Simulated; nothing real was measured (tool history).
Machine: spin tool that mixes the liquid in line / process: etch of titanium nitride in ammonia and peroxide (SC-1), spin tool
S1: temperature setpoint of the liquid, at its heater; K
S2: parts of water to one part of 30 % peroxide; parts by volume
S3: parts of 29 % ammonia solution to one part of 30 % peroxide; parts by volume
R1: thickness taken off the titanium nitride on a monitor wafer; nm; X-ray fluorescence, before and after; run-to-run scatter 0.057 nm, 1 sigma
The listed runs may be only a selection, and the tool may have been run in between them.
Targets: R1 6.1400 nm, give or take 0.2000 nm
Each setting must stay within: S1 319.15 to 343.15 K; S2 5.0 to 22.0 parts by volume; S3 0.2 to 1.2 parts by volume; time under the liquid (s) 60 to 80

Run 1, day 0.000: S1 335.15 K, S2 12.5 parts by volume, S3 1.0 parts by volume, time under the liquid (s) 80. Result: R1 14.2530 nm.
Run 2, day 0.283: S1 333.15 K, S2 12.5 parts by volume, S3 1.0 parts by volume, time under the liquid (s) 80. Result: R1 12.5310 nm.
Run 3, day 0.629: S1 333.15 K, S2 12.5 parts by volume, S3 1.2 parts by volume, time under the liquid (s) 80. Result: R1 12.9010 nm.
Run 4, day 0.812: S1 327.65 K, S2 12.5 parts by volume, S3 1.2 parts by volume, time under the liquid (s) 80. Result: R1 8.8756 nm.
Run 5, day 1.067: S1 326.65 K, S2 12.5 parts by volume, S3 1.2 parts by volume, time under the liquid (s) 80. Result: R1 8.4664 nm.
Run 6, day 1.312: S1 326.15 K, S2 12.5 parts by volume, S3 1.2 parts by volume, time under the liquid (s) 80. Result: R1 8.1779 nm.
Run 7, day 1.646: S1 325.65 K, S2 12.5 parts by volume, S3 1.2 parts by volume, time under the liquid (s) 80. Result: R1 7.8248 nm.
Run 8, day 1.867: S1 325.15 K, S2 12.5 parts by volume, S3 1.2 parts by volume, time under the liquid (s) 80. Result: R1 7.5148 nm.
Run 9, day 1.996: S1 324.65 K, S2 12.5 parts by volume, S3 1.2 parts by volume, time under the liquid (s) 80. Result: R1 7.2485 nm.
Run 10, day 2.125: S1 324.15 K, S2 12.5 parts by volume, S3 1.2 parts by volume, time under the liquid (s) 80. Result: R1 7.0807 nm.
Run 11, day 2.500: S1 323.65 K, S2 12.5 parts by volume, S3 1.2 parts by volume, time under the liquid (s) 80. Result: R1 6.7444 nm.
Run 12, day 2.838: S1 322.65 K, S2 12.5 parts by volume, S3 1.2 parts by volume, time under the liquid (s) 80. Result: R1 6.3898 nm.
Run 13, day 3.033: S1 322.65 K, S2 12.5 parts by volume, S3 1.2 parts by volume, time under the liquid (s) 80. Result: R1 6.4064 nm.

Exercise: of the 4 proposed moves below, exactly one satisfies all targets within the stated allowed misses. Which move is it?
Run A, day 3.229: S1 327.65 K, S2 12.5 parts by volume, S3 1.2 parts by volume, time under the liquid (s) 60. Result: R1 ?.
Run B, day 3.229: S1 324.15 K, S2 13.0 parts by volume, S3 1.2 parts by volume, time under the liquid (s) 65. Result: R1 ?.
Run C, day 3.229: S1 327.65 K, S2 14.0 parts by volume, S3 1.0 parts by volume, time under the liquid (s) 60. Result: R1 ?.
Run D, day 3.229: S1 324.15 K, S2 13.5 parts by volume, S3 1.2 parts by volume, time under the liquid (s) 80. Result: R1 ?.

move      R1
   A  6.6850
   B  5.5849
   C  6.1261
   D  6.7415
A: further off than the last run
B: takes the biggest miss from the last run beyond its target
C: every result within its allowed miss
D: further off than the last run
C is the move that brings every result within its allowed miss.
